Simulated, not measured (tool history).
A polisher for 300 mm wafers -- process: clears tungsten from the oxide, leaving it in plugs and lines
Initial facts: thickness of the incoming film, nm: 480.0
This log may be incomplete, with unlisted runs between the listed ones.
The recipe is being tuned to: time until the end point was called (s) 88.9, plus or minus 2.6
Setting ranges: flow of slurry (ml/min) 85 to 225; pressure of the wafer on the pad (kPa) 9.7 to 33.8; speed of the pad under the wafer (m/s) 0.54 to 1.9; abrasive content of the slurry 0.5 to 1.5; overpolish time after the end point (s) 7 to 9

run,hour,flow of slurry (ml/min),pressure of the wafer on the pad (kPa),speed of the pad under the wafer (m/s),abrasive content of the slurry,overpolish time after the end point (s),time until the end point was called (s)
1,0,145,21.4,1.22,1,9,102.65
2,7.8,115,21.4,1.22,1,9,108.7
3,11.4,115,21.4,1.22,1,9,108.82
4,12.8,115,17.9,1.22,1,9,123.74
5,18.3,115,22.8,1.22,1,9,102.31
6,26,120,22.8,1.22,1,9,102.07
7,29.1,125,22.8,1.22,1,9,100.9
8,33,130,22.8,1.22,1,9,100.66
9,35,135,22.8,1.22,1,9,100.37
10,41.9,140,22.8,1.22,1,9,101.14
11,50.3,140,23.4,1.22,1,9,96.615
12,51.8,145,23.4,1.22,1,9,95.768
13,59.1,145,23.4,1.22,1,9,98.711

4 next moves are on the table. One of them brings every result within its allowed miss. Which?
A,66.4,140,23.4,1.5,1.1,9,?
B,66.4,130,25.5,1.3,0.9,8,?
C,66.4,140,24.8,1.42,1.1,9,?
D,66.4,165,26.9,1.28,0.9,9,?

move,time until the end point was called (s)
A,83.55
B,90.461
C,82.872
D,84.816
A: pushes the last run's worst result past its target
B: every result lands within tolerance
C: pushes the last run's worst result past its target
D: pushes the last run's worst result past its target
Answer: B

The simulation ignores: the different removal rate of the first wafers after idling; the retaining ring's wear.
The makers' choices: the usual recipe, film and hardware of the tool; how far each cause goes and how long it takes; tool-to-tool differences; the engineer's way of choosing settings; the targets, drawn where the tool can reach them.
